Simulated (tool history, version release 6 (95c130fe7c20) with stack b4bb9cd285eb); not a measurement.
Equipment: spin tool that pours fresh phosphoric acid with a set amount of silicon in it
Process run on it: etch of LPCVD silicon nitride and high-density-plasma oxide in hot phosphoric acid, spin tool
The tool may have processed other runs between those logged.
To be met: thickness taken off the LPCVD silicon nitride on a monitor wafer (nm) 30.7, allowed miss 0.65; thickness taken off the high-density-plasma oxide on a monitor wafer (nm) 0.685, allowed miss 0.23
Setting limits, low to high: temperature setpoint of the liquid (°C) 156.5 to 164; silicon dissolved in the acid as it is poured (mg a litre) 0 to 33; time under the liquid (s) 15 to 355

run,hour,temperature setpoint of the liquid (°C),silicon dissolved in the acid as it is poured (mg a litre),time under the liquid (s),thickness taken off the LPCVD silicon nitride on a monitor wafer (nm),thickness taken off the high-density-plasma oxide on a monitor wafer (nm)
1,0,159,14.5,180,15.957,0.24594
2,4.4,159,18.5,180,15.881,0.24611
3,8.9,157.5,18.5,180,14.985,0.22843
4,14,157,18.5,180,14.886,0.16691
5,15.7,158,18,210,17.836,0.25799
6,16.5,158,18,250,21.152,0.30223
7,24.2,159.5,17.5,265,23.662,0.37787
8,30.9,160.5,16,275,25.576,0.50481
9,33,161,16.5,285,26.79,0.46322
10,38.5,161.5,15,290,27.86,0.54252
11,47.2,162,14.5,295,28.685,0.57855
12,51.2,162.5,14,300,29.655,0.53604
13,52.6,162.5,11.5,300,29.534,0.69806
14,61.4,162.5,12,300,29.54,0.65863

Which of these 5 next moves meets every target?
A,70.2,163,29,285,?,?
B,70.2,161,0,300,?,?
C,70.2,162,15.5,285,?,?
D,70.2,162.5,13,295,?,?
E,70.2,164,4,295,?,?

move,thickness taken off the LPCVD silicon nitride on a monitor wafer (nm),thickness taken off the high-density-plasma oxide on a monitor wafer (nm)
A,28.276,0.39073
B,27.848,0.75123
C,27.353,0.55168
D,28.787,0.62986
E,30.252,0.85333
A: further off than the last run
B: further off than the last run
C: further off than the last run
D: further off than the last run
E: every result lands within tolerance
E meets every target.

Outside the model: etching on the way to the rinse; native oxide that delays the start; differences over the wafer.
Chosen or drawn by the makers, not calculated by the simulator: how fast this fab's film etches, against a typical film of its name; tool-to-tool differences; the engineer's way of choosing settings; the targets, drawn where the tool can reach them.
